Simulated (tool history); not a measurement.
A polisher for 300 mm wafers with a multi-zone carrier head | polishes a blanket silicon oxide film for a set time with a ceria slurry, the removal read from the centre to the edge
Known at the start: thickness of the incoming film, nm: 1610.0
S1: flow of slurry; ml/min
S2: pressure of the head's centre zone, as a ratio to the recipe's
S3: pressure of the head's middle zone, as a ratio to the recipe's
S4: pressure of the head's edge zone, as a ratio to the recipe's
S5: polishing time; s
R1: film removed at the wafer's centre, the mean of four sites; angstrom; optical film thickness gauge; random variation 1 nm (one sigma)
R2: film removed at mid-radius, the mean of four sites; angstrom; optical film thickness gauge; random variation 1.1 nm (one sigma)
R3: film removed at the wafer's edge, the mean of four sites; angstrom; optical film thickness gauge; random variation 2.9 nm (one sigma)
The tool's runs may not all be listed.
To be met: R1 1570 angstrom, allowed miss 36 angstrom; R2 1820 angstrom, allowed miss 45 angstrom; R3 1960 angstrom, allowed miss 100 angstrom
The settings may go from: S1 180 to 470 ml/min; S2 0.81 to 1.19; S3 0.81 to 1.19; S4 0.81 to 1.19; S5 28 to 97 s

run 1 day=0 | S1=300 S2=1 S3=1 S4=1 S5=62 | R1=2143.3 R2=2136.9 R3=2169.6
run 2 day=0.1 | S1=285 S2=0.94 S3=0.98 S4=1 S5=61 | R1=1984.2 R2=2052.5 R3=2133.7
run 3 day=0.262 | S1=270 S2=0.9 S3=0.98 S4=1.01 S5=59 | R1=1836.1 R2=1952.4 R3=2047.2
run 4 day=0.562 | S1=260 S2=0.87 S3=0.98 S4=1.03 S5=58 | R1=1710.7 R2=1913.3 R3=2006.6
run 5 day=0.808 | S1=260 S2=0.87 S3=0.98 S4=1.09 S5=58 | R1=1715.1 R2=1914 R3=2093.5
run 6 day=0.95 | S1=260 S2=0.87 S3=0.98 S4=1.09 S5=73 | R1=2176.2 R2=2409.4 R3=2660.9
-- day=0.975 worn pad replaced by a new one
run 7 day=0.975 | S1=250 S2=0.85 S3=0.97 S4=1.07 S5=68 | R1=2167 R2=2445 R3=2634.7
run 8 day=1.308 | S1=300 S2=0.88 S3=1.02 S4=1.1 S5=68 | R1=2299.9 R2=2608.3 R3=2794.8
run 9 day=1.671 | S1=265 S2=0.86 S3=1 S4=1.08 S5=66 | R1=2168.4 R2=2420.3 R3=2682.7
run 10 day=1.983 | S1=285 S2=0.85 S3=0.96 S4=1.09 S5=66 | R1=2153.8 R2=2414.8 R3=2697.7
run 11 day=2.017 | S1=255 S2=0.85 S3=0.97 S4=1.09 S5=64 | R1=2066 R2=2318.3 R3=2520.8
run 12 day=2.3 | S1=250 S2=0.81 S3=0.96 S4=1.08 S5=47 | R1=1446.7 R2=1690 R3=1826.1

Which of these 5 next moves meets every target?
run A day=2.583 | S1=320 S2=0.93 S3=0.9 S4=1.08 S5=43 | R1=? R2=? R3=?
run B day=2.583 | S1=285 S2=0.89 S3=1.05 S4=0.83 S5=49 | R1=? R2=? R3=?
run C day=2.583 | S1=230 S2=0.83 S3=0.97 S4=1.06 S5=51 | R1=? R2=? R3=?
run D day=2.583 | S1=225 S2=0.83 S3=0.93 S4=1.19 S5=50 | R1=? R2=? R3=?
run E day=2.583 | S1=240 S2=0.81 S3=0.98 S4=0.99 S5=47 | R1=? R2=? R3=?

move=A R1=1552.9 R2=1511.6 R3=1695.3
move=B R1=1671.5 R2=1915.8 R3=1687.6
move=C R1=1571.1 R2=1824 R3=1930.4
move=D R1=1534.3 R2=1725.7 R3=2003.8
move=E R1=1422.4 R2=1704.9 R3=1728.3
A: brings the result that was furthest off to its target, and leaves another outside
B: takes the result that was furthest off past its target
C: meets every target
D: brings the result that was furthest off to its target, and leaves another outside
E: further off than the last run
The right move is C.

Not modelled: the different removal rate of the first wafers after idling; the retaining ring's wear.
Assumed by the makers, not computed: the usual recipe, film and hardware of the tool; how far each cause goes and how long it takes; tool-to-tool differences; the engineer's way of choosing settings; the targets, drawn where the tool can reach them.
